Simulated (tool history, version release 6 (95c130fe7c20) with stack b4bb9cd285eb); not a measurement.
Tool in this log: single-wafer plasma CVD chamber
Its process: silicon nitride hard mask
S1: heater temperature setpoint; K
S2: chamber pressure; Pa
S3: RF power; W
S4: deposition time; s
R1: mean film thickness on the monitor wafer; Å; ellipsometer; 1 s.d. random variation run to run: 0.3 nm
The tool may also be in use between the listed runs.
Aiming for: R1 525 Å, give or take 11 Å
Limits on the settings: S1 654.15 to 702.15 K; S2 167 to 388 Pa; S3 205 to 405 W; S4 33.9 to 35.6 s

| run | hour | S1 | S2 | S3 | S4 | R1 |
|---|---|---|---|---|---|---|
| 1 | 0 | 678.15 | 277 | 305 | 35.6 | 445.98 |
| 2 | 0.9 | 678.15 | 277 | 325 | 35.6 | 463.63 |
| 3 | 9.3 | 678.15 | 296 | 330 | 35.6 | 484.57 |
| 4 | 11.6 | 670.15 | 296 | 330 | 35.6 | 489.43 |
| 5 | 15.1 | 670.15 | 275 | 330 | 35.6 | 473.4 |
| 6 | 21.1 | 670.15 | 275 | 330 | 33.9 | 450.28 |
| 7 | 25.6 | 670.15 | 296 | 335 | 33.9 | 459.59 |
| 8 | 32.5 | 670.15 | 308 | 345 | 34 | 478.37 |
| 9 | 41 | 670.15 | 321 | 350 | 34 | 498.1 |
| 10 | 49.2 | 670.15 | 329 | 350 | 34 | 496.69 |
| 11 | 55.2 | 670.15 | 339 | 350 | 34 | 498.8 |
| 12 | 57.3 | 670.15 | 345 | 355 | 34 | 509.22 |
| 13 | 62.4 | 670.15 | 351 | 355 | 34 | 510.88 |
| 14 | 66.8 | 670.15 | 355 | 355 | 34 | 509.26 |
| 15 | 68 | 670.15 | 359 | 355 | 34 | 513.66 |
| 16 | 75.4 | 670.15 | 363 | 355 | 34 | 512.08 |
| 17 | 78.4 | 670.15 | 365 | 355 | 34 | 511.28 |

Which single option among these 5 for the next run brings every result within its allowed miss of target? Just one does.
| A | 81.4 | 664.15 | 369 | 340 | 35.6 | ? |
| B | 81.4 | 667.15 | 373 | 330 | 34.7 | ? |
| C | 81.4 | 666.15 | 385 | 335 | 33.9 | ? |
| D | 81.4 | 677.15 | 352 | 350 | 33.9 | ? |
| E | 81.4 | 665.15 | 336 | 355 | 33.9 | ? |

| move | R1 |
|---|---|
| A | 522.25 |
| B | 497.83 |
| C | 495.98 |
| D | 500.8 |
| E | 503.29 |
A: meets every target
B: further off than the last run
C: further off than the last run
D: further off than the last run
E: further off than the last run
Answer: A

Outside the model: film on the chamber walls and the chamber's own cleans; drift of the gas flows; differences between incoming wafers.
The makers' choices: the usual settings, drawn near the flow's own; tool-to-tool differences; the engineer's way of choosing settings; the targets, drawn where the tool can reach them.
